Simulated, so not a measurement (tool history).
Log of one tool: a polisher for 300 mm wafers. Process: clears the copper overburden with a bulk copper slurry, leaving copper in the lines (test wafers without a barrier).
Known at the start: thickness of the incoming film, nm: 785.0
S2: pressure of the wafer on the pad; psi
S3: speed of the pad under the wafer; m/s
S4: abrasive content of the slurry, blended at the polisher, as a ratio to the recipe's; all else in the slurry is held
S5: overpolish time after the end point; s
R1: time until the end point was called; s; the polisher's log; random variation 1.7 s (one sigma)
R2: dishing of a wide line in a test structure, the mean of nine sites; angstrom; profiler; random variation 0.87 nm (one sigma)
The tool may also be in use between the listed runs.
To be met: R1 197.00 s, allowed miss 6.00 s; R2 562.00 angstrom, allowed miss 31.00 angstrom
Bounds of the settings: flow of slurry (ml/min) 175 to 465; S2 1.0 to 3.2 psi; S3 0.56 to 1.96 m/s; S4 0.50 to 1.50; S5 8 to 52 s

{"run": 1, "day": 0.0, "flow of slurry (ml/min)": 295, "S2": 2.1, "S3": 1.26, "S4": 1.0, "S5": 26, "R1": 127.81, "R2": 693.59}
{"run": 2, "day": 0.029, "flow of slurry (ml/min)": 295, "S2": 1.9, "S3": 1.26, "S4": 1.0, "S5": 26, "R1": 137.52, "R2": 621.93}
{"run": 3, "day": 0.296, "flow of slurry (ml/min)": 295, "S2": 1.9, "S3": 1.26, "S4": 0.9, "S5": 26, "R1": 138.95, "R2": 636.2}
{"run": 4, "day": 0.629, "flow of slurry (ml/min)": 295, "S2": 2.4, "S3": 1.26, "S4": 0.9, "S5": 26, "R1": 120.6, "R2": 686.34}
{"run": 5, "day": 0.708, "flow of slurry (ml/min)": 295, "S2": 2.4, "S3": 1.26, "S4": 0.9, "S5": 18, "R1": 119.05, "R2": 600.39}
{"run": 6, "day": 0.996, "flow of slurry (ml/min)": 320, "S2": 2.4, "S3": 1.26, "S4": 0.9, "S5": 18, "R1": 115.97, "R2": 587.07}
{"run": 7, "day": 1.108, "flow of slurry (ml/min)": 300, "S2": 2.1, "S3": 1.24, "S4": 0.9, "S5": 20, "R1": 132.29, "R2": 577.44}
{"day": 1.233, "done": "worn pad replaced by a new one"}
{"run": 8, "day": 1.233, "flow of slurry (ml/min)": 290, "S2": 1.9, "S3": 1.22, "S4": 0.9, "S5": 22, "R1": 132.06, "R2": 613.42}
{"run": 9, "day": 1.604, "flow of slurry (ml/min)": 305, "S2": 1.7, "S3": 1.14, "S4": 0.9, "S5": 24, "R1": 152.28, "R2": 561.07}
{"run": 10, "day": 1.708, "flow of slurry (ml/min)": 295, "S2": 1.6, "S3": 1.1, "S4": 0.9, "S5": 26, "R1": 164.77, "R2": 569.31}
{"run": 11, "day": 2.017, "flow of slurry (ml/min)": 290, "S2": 1.5, "S3": 1.1, "S4": 0.9, "S5": 27, "R1": 175.28, "R2": 564.9}

5 next moves are on the table. One of them brings every result within its allowed miss. Which?
{"run": "A", "day": 2.325, "flow of slurry (ml/min)": 310, "S2": 1.4, "S3": 1.1, "S4": 0.75, "S5": 21, "R1": "?", "R2": "?"}
{"run": "B", "day": 2.325, "flow of slurry (ml/min)": 300, "S2": 1.8, "S3": 0.9, "S4": 0.95, "S5": 27, "R1": "?", "R2": "?"}
{"run": "C", "day": 2.325, "flow of slurry (ml/min)": 255, "S2": 1.5, "S3": 1.18, "S4": 0.95, "S5": 21, "R1": "?", "R2": "?"}
{"run": "D", "day": 2.325, "flow of slurry (ml/min)": 250, "S2": 1.5, "S3": 0.98, "S4": 0.9, "S5": 30, "R1": "?", "R2": "?"}
{"run": "E", "day": 2.325, "flow of slurry (ml/min)": 320, "S2": 1.5, "S3": 1.14, "S4": 0.6, "S5": 23, "R1": "?", "R2": "?"}

move=A R1=186.75 R2=482.08
move=B R1=182.65 R2=577.56
move=C R1=161.92 R2=526.46
move=D R1=196.47 R2=571.84
move=E R1=180.36 R2=521.68
A: nearer than the last run, and not there yet
B: nearer than the last run, and not there yet
C: further off than the last run
D: meets every target
E: nearer than the last run, and not there yet
Move D is the one to make.
